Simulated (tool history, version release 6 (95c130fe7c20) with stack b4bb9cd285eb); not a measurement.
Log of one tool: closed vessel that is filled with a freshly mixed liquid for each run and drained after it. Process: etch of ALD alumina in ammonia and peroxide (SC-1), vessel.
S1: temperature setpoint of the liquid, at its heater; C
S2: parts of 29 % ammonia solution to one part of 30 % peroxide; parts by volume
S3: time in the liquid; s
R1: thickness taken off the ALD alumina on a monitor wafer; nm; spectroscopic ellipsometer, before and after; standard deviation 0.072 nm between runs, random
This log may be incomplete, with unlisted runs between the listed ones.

{"run": 1, "hour": 0.0, "S1": 60.0, "S2": 0.55, "S3": 120, "R1": 8.2309}
{"run": 2, "hour": 2.0, "S1": 61.0, "S2": 0.55, "S3": 120, "R1": 8.7388}
{"run": 3, "hour": 3.5, "S1": 62.0, "S2": 0.55, "S3": 120, "R1": 9.2072}
{"run": 4, "hour": 10.2, "S1": 62.0, "S2": 0.55, "S3": 130, "R1": 9.8246}
{"run": 5, "hour": 15.5, "S1": 62.0, "S2": 0.35, "S3": 130, "R1": 9.4517}
{"run": 6, "hour": 17.7, "S1": 62.0, "S2": 0.35, "S3": 130, "R1": 9.4017}
{"run": 7, "hour": 22.6, "S1": 63.0, "S2": 0.35, "S3": 130, "R1": 9.9416}
{"run": 8, "hour": 29.5, "S1": 63.0, "S2": 0.35, "S3": 130, "R1": 10.024}
{"run": 9, "hour": 33.8, "S1": 63.5, "S2": 0.35, "S3": 130, "R1": 10.088}
{"run": 10, "hour": 37.4, "S1": 64.0, "S2": 0.35, "S3": 130, "R1": 10.517}
{"run": 11, "hour": 42.3, "S1": 64.5, "S2": 0.35, "S3": 130, "R1": 10.814}
{"run": 12, "hour": 43.5, "S1": 65.0, "S2": 0.35, "S3": 130, "R1": 11.019}
{"hour": 48.6, "done": "ammonia flow meter replaced"}
{"run": 13, "hour": 48.6, "S1": 65.5, "S2": 0.35, "S3": 130, "R1": 11.253}

What will run 14 give?
{"run": 14, "hour": 51.9, "S1": 66.0, "S2": 0.35, "S3": 130, "R1": "?"}

{"run 14": {"R1": 11.436}}
